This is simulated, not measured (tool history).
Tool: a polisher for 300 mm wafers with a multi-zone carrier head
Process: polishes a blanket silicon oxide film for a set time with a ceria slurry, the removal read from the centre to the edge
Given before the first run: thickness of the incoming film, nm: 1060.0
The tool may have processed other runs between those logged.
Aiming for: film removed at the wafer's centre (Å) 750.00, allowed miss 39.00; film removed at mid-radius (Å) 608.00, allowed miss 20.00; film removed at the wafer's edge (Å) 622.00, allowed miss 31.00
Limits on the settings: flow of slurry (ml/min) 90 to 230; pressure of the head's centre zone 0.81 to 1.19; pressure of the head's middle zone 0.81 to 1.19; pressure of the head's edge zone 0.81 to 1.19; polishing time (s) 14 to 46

| run | hour | flow of slurry (ml/min) | pressure of the head's centre zone | pressure of the head's middle zone | pressure of the head's edge zone | polishing time (s) | film removed at the wafer's centre (Å) | film removed at mid-radius (Å) | film removed at the wafer's edge (Å) |
|---|---|---|---|---|---|---|---|---|---|
| 1 | 0.0 | 150 | 1.00 | 1.00 | 1.00 | 30 | 1033.20 | 966.89 | 969.55 |
| 2 | 8.4 | 145 | 1.02 | 0.97 | 0.96 | 27 | 926.99 | 848.17 | 866.84 |
| 3 | 9.8 | 145 | 0.96 | 0.97 | 0.96 | 27 | 862.81 | 853.43 | 893.95 |
| 4 | 14.9 | 145 | 0.96 | 0.97 | 1.00 | 27 | 888.43 | 863.73 | 896.73 |
| 5 | 17.4 | 145 | 0.96 | 0.97 | 1.07 | 27 | 897.34 | 855.68 | 881.55 |
| 6 | 21.3 | 140 | 1.00 | 0.96 | 1.08 | 24 | 807.02 | 745.92 | 801.80 |
| 7 | 26.7 | 145 | 1.06 | 0.98 | 1.08 | 22 | 792.00 | 701.67 | 724.36 |
| 8 | 29.9 | 140 | 1.09 | 0.98 | 1.08 | 21 | 777.94 | 662.55 | 712.74 |
| 9 | 30.4 | 140 | 1.09 | 0.98 | 1.08 | 21 | 765.69 | 665.23 | 703.91 |
| 10 | 37.6 | 145 | 1.12 | 0.99 | 1.08 | 20 | 731.04 | 639.59 | 664.68 |
| 11 | 45.1 | 155 | 1.14 | 0.98 | 1.06 | 20 | 782.88 | 628.98 | 678.14 |
| 12 | 52.9 | 155 | 1.15 | 0.99 | 1.05 | 20 | 767.37 | 650.00 | 669.42 |

Exercise: of the 5 proposed moves below, exactly one satisfies all targets within the stated allowed misses. Which move is it?
| A | 60.7 | 110 | 1.05 | 0.94 | 1.06 | 22 | ? | ? | ? |
| B | 60.7 | 115 | 1.10 | 1.08 | 1.03 | 23 | ? | ? | ? |
| C | 60.7 | 165 | 1.09 | 0.98 | 1.00 | 20 | ? | ? | ? |
| D | 60.7 | 105 | 1.06 | 1.00 | 0.99 | 24 | ? | ? | ? |
| E | 60.7 | 160 | 1.12 | 0.96 | 0.96 | 19 | ? | ? | ? |

| move | film removed at the wafer's centre (Å) | film removed at mid-radius (Å) | film removed at the wafer's edge (Å) |
|---|---|---|---|
| A | 735.16 | 630.24 | 702.84 |
| B | 818.40 | 750.46 | 731.29 |
| C | 775.16 | 653.55 | 667.62 |
| D | 796.68 | 713.89 | 737.85 |
| E | 751.72 | 606.58 | 621.55 |
A: misses by more than the last run did
B: misses by more than the last run did
C: misses by more than the last run did
D: misses by more than the last run did
E: all results land within tolerance of their targets
E meets every target.
